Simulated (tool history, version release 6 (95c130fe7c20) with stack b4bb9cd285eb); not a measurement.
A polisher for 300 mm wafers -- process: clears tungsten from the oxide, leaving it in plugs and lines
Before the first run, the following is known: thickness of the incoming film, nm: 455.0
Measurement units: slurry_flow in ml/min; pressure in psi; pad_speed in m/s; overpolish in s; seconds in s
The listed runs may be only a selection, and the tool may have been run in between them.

| run | hour | slurry_flow | pressure | pad_speed | slurry_solids | overpolish | seconds |
|---|---|---|---|---|---|---|---|
| 1 | 0 | 275 | 4.7 | 0.96 | 1 | 9 | 69.846 |
| 2 | 5.3 | 275 | 5 | 0.96 | 1 | 9 | 66.147 |
| 3 | 7.5 | 275 | 4.1 | 0.96 | 1 | 9 | 80.421 |
| 4 | 10.3 | 275 | 4.1 | 1.1 | 1 | 9 | 69.856 |
| 5 | 14.9 | 275 | 4.1 | 1.1 | 1 | 9 | 70.801 |
| 6 | 18.3 | 275 | 4.1 | 1.1 | 1 | 9 | 71.49 |

Expected results for the next run?
| 7 | 24.6 | 275 | 4.4 | 1.1 | 1 | 9 | ? |

Run 7 came out at seconds 67.08 s.

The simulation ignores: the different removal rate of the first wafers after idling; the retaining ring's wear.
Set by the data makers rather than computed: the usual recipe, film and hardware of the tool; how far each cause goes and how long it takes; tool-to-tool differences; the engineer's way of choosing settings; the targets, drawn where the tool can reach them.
